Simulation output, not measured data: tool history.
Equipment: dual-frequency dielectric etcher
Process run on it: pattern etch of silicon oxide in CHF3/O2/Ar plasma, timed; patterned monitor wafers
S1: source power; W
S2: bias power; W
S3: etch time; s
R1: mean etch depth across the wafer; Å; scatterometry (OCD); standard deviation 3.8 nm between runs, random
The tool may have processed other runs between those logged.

| run | hour | S1 | S2 | S3 | R1 |
|---|---|---|---|---|---|
| 1 | 0.0 | 470 | 166 | 530.0 | 9847.1 |
| 2 | 7.4 | 470 | 166 | 553.0 | 10243.0 |
| 3 | 11.2 | 470 | 166 | 553.0 | 10220.0 |
| 4 | 19.0 | 430 | 164 | 552.5 | 9824.5 |
| 5 | 21.1 | 490 | 164 | 552.5 | 10433.0 |
| 6 | 26.0 | 490 | 164 | 553.0 | 10441.0 |

Run 7 comes next. What will it give?
| 7 | 28.5 | 450 | 162 | 553.0 | ? |

R1: 9965.7 Å
